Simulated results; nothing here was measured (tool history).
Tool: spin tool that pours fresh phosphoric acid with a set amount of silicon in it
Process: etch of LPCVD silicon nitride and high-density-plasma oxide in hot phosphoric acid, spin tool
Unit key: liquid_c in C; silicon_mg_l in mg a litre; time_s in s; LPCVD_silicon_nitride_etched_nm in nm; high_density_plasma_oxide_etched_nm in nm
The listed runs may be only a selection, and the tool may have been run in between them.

run	hour	liquid_c	silicon_mg_l	time_s	LPCVD_silicon_nitride_etched_nm	high_density_plasma_oxide_etched_nm
1	0.0	163.0	14.5	175	17.782	0.69596
2	8.5	163.0	6.5	175	17.813	0.84935
3	12.7	164.5	6.5	175	18.763	0.95540
4	15.1	163.0	6.5	175	17.796	0.82174
5	22.5	163.0	10.5	175	17.855	0.74860
6	29.1	163.0	10.5	135	13.709	0.58166

Expected results for the next run?
7	36.4	162.5	9.0	130	?	?

{"run 7": {"LPCVD_silicon_nitride_etched_nm": 12.875, "high_density_plasma_oxide_etched_nm": 0.60547}}

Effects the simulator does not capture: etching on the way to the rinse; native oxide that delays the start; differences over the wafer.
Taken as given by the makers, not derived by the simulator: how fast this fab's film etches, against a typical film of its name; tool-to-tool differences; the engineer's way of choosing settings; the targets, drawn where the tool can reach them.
